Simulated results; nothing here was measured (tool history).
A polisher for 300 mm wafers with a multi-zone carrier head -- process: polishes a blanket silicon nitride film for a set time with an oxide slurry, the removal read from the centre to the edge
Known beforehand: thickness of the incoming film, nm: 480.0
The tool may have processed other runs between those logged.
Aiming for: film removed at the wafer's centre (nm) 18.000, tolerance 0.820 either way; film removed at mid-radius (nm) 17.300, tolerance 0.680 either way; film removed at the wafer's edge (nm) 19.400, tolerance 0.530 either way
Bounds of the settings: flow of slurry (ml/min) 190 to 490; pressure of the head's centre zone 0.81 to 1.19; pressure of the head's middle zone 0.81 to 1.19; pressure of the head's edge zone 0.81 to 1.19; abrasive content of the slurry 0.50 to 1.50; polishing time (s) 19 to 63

| run | hour | flow of slurry (ml/min) | pressure of the head's centre zone | pressure of the head's middle zone | pressure of the head's edge zone | abrasive content of the slurry | polishing time (s) | film removed at the wafer's centre (nm) | film removed at mid-radius (nm) | film removed at the wafer's edge (nm) |
|---|---|---|---|---|---|---|---|---|---|---|
| 1 | 0.0 | 315 | 1.00 | 1.00 | 1.00 | 1.00 | 41 | 20.538 | 20.959 | 21.133 |
| 2 | 8.9 | 310 | 0.99 | 0.97 | 0.99 | 1.00 | 41 | 20.424 | 20.206 | 20.990 |
| 3 | 11.5 | 280 | 0.99 | 0.97 | 0.99 | 1.00 | 41 | 20.125 | 20.408 | 20.776 |
| 4 | 15.7 | 280 | 0.98 | 0.95 | 0.98 | 1.00 | 41 | 20.091 | 19.547 | 20.529 |
| 5 | 22.8 | 275 | 0.96 | 0.94 | 0.97 | 1.00 | 41 | 19.324 | 19.291 | 20.734 |
| 6 | 25.1 | 275 | 0.96 | 0.93 | 0.96 | 1.00 | 41 | 19.953 | 19.167 | 20.269 |
| 7 | 28.3 | 270 | 0.95 | 0.92 | 0.96 | 1.00 | 41 | 19.560 | 18.963 | 20.581 |
| 8 | 35.4 | 265 | 0.94 | 0.91 | 0.95 | 1.00 | 41 | 18.883 | 19.014 | 20.217 |

Of the 4 settings listed for the next run, only one would bring every result within its allowed miss of target. Which one?
| A | 42.5 | 260 | 0.96 | 0.91 | 1.01 | 1.00 | 38 | ? | ? | ? |
| B | 42.5 | 365 | 0.81 | 0.87 | 0.94 | 0.95 | 42 | ? | ? | ? |
| C | 42.5 | 260 | 0.84 | 1.00 | 0.85 | 0.95 | 45 | ? | ? | ? |
| D | 42.5 | 215 | 0.94 | 1.07 | 0.88 | 1.30 | 37 | ? | ? | ? |

| move | film removed at the wafer's centre (nm) | film removed at mid-radius (nm) | film removed at the wafer's edge (nm) |
|---|---|---|---|
| A | 18.025 | 17.374 | 19.487 |
| B | 17.173 | 18.885 | 21.063 |
| C | 18.390 | 21.954 | 20.954 |
| D | 18.036 | 20.395 | 18.785 |
A: in spec on every target
B: misses by more than the last run did
C: misses by more than the last run did
D: misses by more than the last run did
Answer: A

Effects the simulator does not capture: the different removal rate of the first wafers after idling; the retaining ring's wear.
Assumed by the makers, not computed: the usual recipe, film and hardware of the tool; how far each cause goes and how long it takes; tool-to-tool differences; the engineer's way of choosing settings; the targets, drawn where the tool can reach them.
